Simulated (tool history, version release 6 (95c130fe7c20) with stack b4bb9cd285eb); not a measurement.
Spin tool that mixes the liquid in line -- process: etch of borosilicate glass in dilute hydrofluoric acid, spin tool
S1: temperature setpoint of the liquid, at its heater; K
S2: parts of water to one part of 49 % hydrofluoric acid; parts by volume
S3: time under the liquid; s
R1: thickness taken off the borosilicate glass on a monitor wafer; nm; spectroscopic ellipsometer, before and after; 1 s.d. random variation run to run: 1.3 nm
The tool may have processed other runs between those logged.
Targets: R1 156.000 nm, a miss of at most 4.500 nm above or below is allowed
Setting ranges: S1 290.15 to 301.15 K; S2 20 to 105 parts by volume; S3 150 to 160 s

run,day,S1,S2,S3,R1
1,0.000,293.15,55,150,85.679
2,0.058,294.15,55,150,91.748
3,0.267,295.15,55,150,95.516
4,0.442,295.15,55,150,93.526
5,0.529,295.15,55,160,101.060
6,0.846,296.15,55,160,104.220
7,1.192,296.65,55,160,107.780
8,1.483,297.15,55,160,110.430
9,1.825,297.65,55,160,111.680
10,1.862,298.15,55,160,113.660
11,2.025,298.65,55,160,116.580
12,2.104,299.15,55,160,118.870
13,2.446,299.65,55,160,121.010
14,2.646,300.65,50,160,139.430

Next run, 4 choices. One meets every target within its allowed miss, the rest don't. Which?
A,2.846,301.15,50,160,?
B,2.846,301.15,45,155,?
C,2.846,300.15,55,160,?
D,2.846,300.15,50,155,?

move,R1
A,141.650
B,153.590
C,122.840
D,131.840
A: moves toward the targets from the last run without getting all of them in spec
B: hits every target within its allowed miss
C: further off than the last run
D: further off than the last run
Answer: B
